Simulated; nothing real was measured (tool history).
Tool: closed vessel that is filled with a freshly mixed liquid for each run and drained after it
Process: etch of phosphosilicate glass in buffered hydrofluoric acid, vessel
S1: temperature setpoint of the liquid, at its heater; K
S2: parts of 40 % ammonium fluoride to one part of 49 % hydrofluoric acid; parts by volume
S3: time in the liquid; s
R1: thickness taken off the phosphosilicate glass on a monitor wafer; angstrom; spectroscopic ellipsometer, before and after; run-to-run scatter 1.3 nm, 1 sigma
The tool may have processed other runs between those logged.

run,hour,S1,S2,S3,R1
1,0,294.15,8,90,3757.5
2,3.8,292.15,8,90,3380
3,6.8,292.15,7,90,3871.4
4,13.5,292.15,7,90,3868.4
5,22.3,290.15,7,90,3467.6
6,28,290.15,8,90,3015.9
7,35.1,291.15,8,90,3172.1

Forecast run 8:
8,41.3,291.65,8,90,?

R1: 3285.1 angstrom
